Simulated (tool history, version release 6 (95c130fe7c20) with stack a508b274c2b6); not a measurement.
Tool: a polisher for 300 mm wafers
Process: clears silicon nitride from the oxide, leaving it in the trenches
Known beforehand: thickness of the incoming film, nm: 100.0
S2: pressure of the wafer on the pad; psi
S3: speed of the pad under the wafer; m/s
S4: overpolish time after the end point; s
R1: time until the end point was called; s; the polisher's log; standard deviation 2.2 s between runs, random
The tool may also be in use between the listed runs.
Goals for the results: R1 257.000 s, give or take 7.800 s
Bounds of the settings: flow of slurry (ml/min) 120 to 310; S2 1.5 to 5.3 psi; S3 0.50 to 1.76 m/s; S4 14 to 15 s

Run 1, hour 0.0: flow of slurry (ml/min) 200, S2 3.4 psi, S3 1.12 m/s, S4 14 s. Result: R1 79.274 s.
Run 2, hour 1.8: flow of slurry (ml/min) 200, S2 3.4 psi, S3 1.12 m/s, S4 15 s. Result: R1 79.621 s.
Run 3, hour 10.1: flow of slurry (ml/min) 230, S2 3.4 psi, S3 1.12 m/s, S4 15 s. Result: R1 79.810 s.
Run 4, hour 12.5: flow of slurry (ml/min) 230, S2 2.9 psi, S3 0.96 m/s, S4 15 s. Result: R1 104.070 s.
Run 5, hour 13.8: flow of slurry (ml/min) 230, S2 2.1 psi, S3 0.96 m/s, S4 15 s. Result: R1 143.790 s.
Run 6, hour 14.5: flow of slurry (ml/min) 225, S2 1.9 psi, S3 0.84 m/s, S4 15 s. Result: R1 181.500 s.
Run 7, hour 21.5: flow of slurry (ml/min) 205, S2 1.8 psi, S3 0.82 m/s, S4 15 s. Result: R1 194.720 s.
Run 8, hour 26.2: flow of slurry (ml/min) 190, S2 1.7 psi, S3 0.80 m/s, S4 15 s. Result: R1 212.770 s.
Run 9, hour 30.4: flow of slurry (ml/min) 175, S2 1.6 psi, S3 0.80 m/s, S4 15 s. Result: R1 229.180 s.
Run 10, hour 37.6: flow of slurry (ml/min) 165, S2 1.6 psi, S3 0.80 m/s, S4 15 s. Result: R1 234.360 s.
Run 11, hour 43.9: flow of slurry (ml/min) 155, S2 1.6 psi, S3 0.80 m/s, S4 15 s. Result: R1 237.660 s.
Run 12, hour 50.8: flow of slurry (ml/min) 150, S2 1.6 psi, S3 0.80 m/s, S4 15 s. Result: R1 233.650 s.
Run 13, hour 55.5: flow of slurry (ml/min) 145, S2 1.6 psi, S3 0.80 m/s, S4 15 s. Result: R1 235.940 s.

Exactly one of the 4 candidate moves below puts every result within its allowed miss. Which one?
Run A, hour 60.2: flow of slurry (ml/min) 170, S2 1.6 psi, S3 0.72 m/s, S4 15 s. Result: R1 ?.
Run B, hour 60.2: flow of slurry (ml/min) 195, S2 1.8 psi, S3 0.74 m/s, S4 15 s. Result: R1 ?.
Run C, hour 60.2: flow of slurry (ml/min) 125, S2 2.2 psi, S3 0.66 m/s, S4 14 s. Result: R1 ?.
Run D, hour 60.2: flow of slurry (ml/min) 135, S2 1.7 psi, S3 0.74 m/s, S4 15 s. Result: R1 ?.

move       R1
   A  251.290
   B  214.490
   C  214.820
   D  242.490
A: in spec on every target
B: moves away from the targets compared with the last run
C: moves away from the targets compared with the last run
D: closes in on the targets versus the last run, not all within tolerance yet
Go with A: it meets all targets.
